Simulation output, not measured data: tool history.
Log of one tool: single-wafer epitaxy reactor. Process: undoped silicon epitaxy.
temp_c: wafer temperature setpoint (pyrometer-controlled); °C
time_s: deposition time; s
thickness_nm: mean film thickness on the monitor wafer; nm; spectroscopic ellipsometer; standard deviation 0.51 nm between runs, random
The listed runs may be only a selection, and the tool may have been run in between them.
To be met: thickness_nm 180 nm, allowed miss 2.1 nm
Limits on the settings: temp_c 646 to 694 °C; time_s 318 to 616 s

Run 1, hour 0: temp_c 670 °C, time_s 467 s. Result: thickness_nm 120.91 nm.
Run 2, hour 9.1: temp_c 670 °C, time_s 433 s. Result: thickness_nm 111.32 nm.
Run 3, hour 17: temp_c 673 °C, time_s 433 s. Result: thickness_nm 118.49 nm.
Run 4, hour 24.6: temp_c 676 °C, time_s 433 s. Result: thickness_nm 126.03 nm.
Run 5, hour 26.7: temp_c 679 °C, time_s 433 s. Result: thickness_nm 133.09 nm.
Run 6, hour 31.7: temp_c 669 °C, time_s 433 s. Result: thickness_nm 110.08 nm.
Run 7, hour 36.5: temp_c 673 °C, time_s 434 s. Result: thickness_nm 118.68 nm.
Run 8, hour 42.2: temp_c 685 °C, time_s 441 s. Result: thickness_nm 152.82 nm.

Next run, 5 choices. One meets every target within its allowed miss, the rest don't. Which?
Run A, hour 47.9: temp_c 689 °C, time_s 492 s. Result: thickness_nm ?.
Run B, hour 47.9: temp_c 683 °C, time_s 543 s. Result: thickness_nm ?.
Run C, hour 47.9: temp_c 691 °C, time_s 442 s. Result: thickness_nm ?.
Run D, hour 47.9: temp_c 688 °C, time_s 502 s. Result: thickness_nm ?.
Run E, hour 47.9: temp_c 690 °C, time_s 454 s. Result: thickness_nm ?.

move  thickness_nm
   A        183.88
   B        180.97
   C        171.57
   D        184.09
   E        172.93
A: takes the biggest miss from the last run beyond its target
B: every result lands within tolerance
C: moves toward the targets from the last run without getting all of them in spec
D: takes the biggest miss from the last run beyond its target
E: moves toward the targets from the last run without getting all of them in spec
The move that meets every target is B.
